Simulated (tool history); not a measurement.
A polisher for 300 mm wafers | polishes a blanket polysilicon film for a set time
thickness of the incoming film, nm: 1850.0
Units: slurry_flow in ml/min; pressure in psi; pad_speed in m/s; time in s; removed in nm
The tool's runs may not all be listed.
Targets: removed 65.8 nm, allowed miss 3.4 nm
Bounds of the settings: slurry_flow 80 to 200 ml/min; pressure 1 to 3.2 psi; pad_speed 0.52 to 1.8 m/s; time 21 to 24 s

run 1 hour=0 | slurry_flow=130 pressure=2.1 pad_speed=1.16 time=24 | removed=145.7
run 2 hour=5 | slurry_flow=130 pressure=2 pad_speed=1.14 time=24 | removed=136.44
run 3 hour=10.5 | slurry_flow=130 pressure=1.9 pad_speed=1.12 time=24 | removed=127.62
run 4 hour=17.9 | slurry_flow=130 pressure=1.7 pad_speed=1.12 time=24 | removed=113.66
run 5 hour=19.1 | slurry_flow=105 pressure=1.7 pad_speed=1.12 time=24 | removed=110.53
run 6 hour=21.1 | slurry_flow=105 pressure=1.6 pad_speed=1.1 time=24 | removed=101.81
run 7 hour=29.5 | slurry_flow=105 pressure=1.5 pad_speed=1.08 time=24 | removed=90.892
run 8 hour=37.4 | slurry_flow=105 pressure=1.5 pad_speed=1.08 time=24 | removed=96.83
run 9 hour=42.8 | slurry_flow=105 pressure=1.5 pad_speed=1.08 time=24 | removed=97.04
run 10 hour=48.3 | slurry_flow=105 pressure=1.4 pad_speed=1.06 time=24 | removed=86.441
run 11 hour=53.2 | slurry_flow=105 pressure=1.2 pad_speed=1.04 time=24 | removed=72.517

5 next moves are on the table. One of them brings every result within its allowed miss. Which?
run A hour=58.1 | slurry_flow=120 pressure=1.2 pad_speed=1.06 time=23 | removed=?
run B hour=58.1 | slurry_flow=100 pressure=1.3 pad_speed=0.88 time=24 | removed=?
run C hour=58.1 | slurry_flow=115 pressure=1.2 pad_speed=1 time=24 | removed=?
run D hour=58.1 | slurry_flow=105 pressure=1 pad_speed=1.2 time=24 | removed=?
run E hour=58.1 | slurry_flow=95 pressure=1.2 pad_speed=1.1 time=24 | removed=?

move=A removed=73.863
move=B removed=66.825
move=C removed=72.225
move=D removed=71.139
move=E removed=75.88
A: further off than the last run
B: meets every target
C: as far off as the last run
D: nearer than the last run, and not there yet
E: further off than the last run
Answer: B
